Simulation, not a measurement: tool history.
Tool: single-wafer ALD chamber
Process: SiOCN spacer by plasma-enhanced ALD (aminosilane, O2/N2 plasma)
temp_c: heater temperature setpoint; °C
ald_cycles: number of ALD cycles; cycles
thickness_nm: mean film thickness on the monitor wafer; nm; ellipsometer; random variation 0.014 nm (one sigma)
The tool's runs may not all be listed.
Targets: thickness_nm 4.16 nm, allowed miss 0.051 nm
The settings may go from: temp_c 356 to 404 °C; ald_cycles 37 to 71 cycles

| run | hour | temp_c | ald_cycles | thickness_nm |
|---|---|---|---|---|
| 1 | 0 | 380 | 54 | 3.5591 |
| 2 | 3.5 | 380 | 57 | 3.7577 |
| 3 | 12.5 | 380 | 50 | 3.2925 |
| 4 | 19.3 | 380 | 54 | 3.5729 |
| 5 | 25.3 | 386 | 54 | 3.5792 |
| 6 | 29.4 | 395 | 54 | 3.555 |
| 7 | 33.4 | 395 | 57 | 3.7474 |
| 8 | 34.9 | 395 | 59 | 3.8922 |
| 9 | 38.7 | 395 | 59 | 3.8801 |

Which of these 4 next moves meets every target?
| A | 42.5 | 400 | 57 | ? |
| B | 42.5 | 389 | 65 | ? |
| C | 42.5 | 397 | 65 | ? |
| D | 42.5 | 397 | 63 | ? |

| move | thickness_nm |
|---|---|
| A | 3.7471 |
| B | 4.273 |
| C | 4.273 |
| D | 4.1415 |
A: further off than the last run
B: takes the result that was furthest off past its target
C: takes the result that was furthest off past its target
D: meets every target
Answer: D
